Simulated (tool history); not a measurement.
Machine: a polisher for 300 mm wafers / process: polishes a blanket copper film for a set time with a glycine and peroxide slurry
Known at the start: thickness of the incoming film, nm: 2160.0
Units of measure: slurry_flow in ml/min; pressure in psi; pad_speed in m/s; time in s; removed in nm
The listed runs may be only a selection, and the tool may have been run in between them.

run,hour,slurry_flow,pressure,pad_speed,time,removed
1,0,170,1.9,1.14,104,393.22
2,7.4,175,2.1,1.16,104,435.19
3,8.1,175,2.1,1.16,109,453.3
4,14.8,175,2.6,1.16,109,530.68
5,17.4,180,2.7,1.2,109,576.14
6,20,180,2.2,1.2,109,484.51
7,23.9,185,2.3,1.22,109,510.98

Predict the results of run 8:
8,27.9,190,2.4,1.24,109,?

{"run 8": {"removed": 538.78}}
